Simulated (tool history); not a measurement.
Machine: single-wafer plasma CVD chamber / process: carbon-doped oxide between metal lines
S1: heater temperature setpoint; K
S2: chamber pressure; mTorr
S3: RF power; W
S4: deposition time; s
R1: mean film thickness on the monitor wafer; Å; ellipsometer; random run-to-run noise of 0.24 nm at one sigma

| run | hour | S1 | S2 | S3 | S4 | R1 |
|---|---|---|---|---|---|---|
| 1 | 0.0 | 648.15 | 4590 | 515 | 15.9 | 719.64 |
| 2 | 5.4 | 653.15 | 4590 | 515 | 15.9 | 711.04 |
| 3 | 7.5 | 655.15 | 4380 | 485 | 15.9 | 674.13 |
| 4 | 10.5 | 655.15 | 4710 | 485 | 15.9 | 689.93 |
| 5 | 17.8 | 655.15 | 4710 | 485 | 15.9 | 685.06 |
| 6 | 23.8 | 662.15 | 4710 | 485 | 15.9 | 678.81 |
| 7 | 30.6 | 662.15 | 4420 | 470 | 15.9 | 653.30 |

What will run 8 give?
| 8 | 36.5 | 662.15 | 4180 | 460 | 15.9 | ? |

R1: 636.05 Å
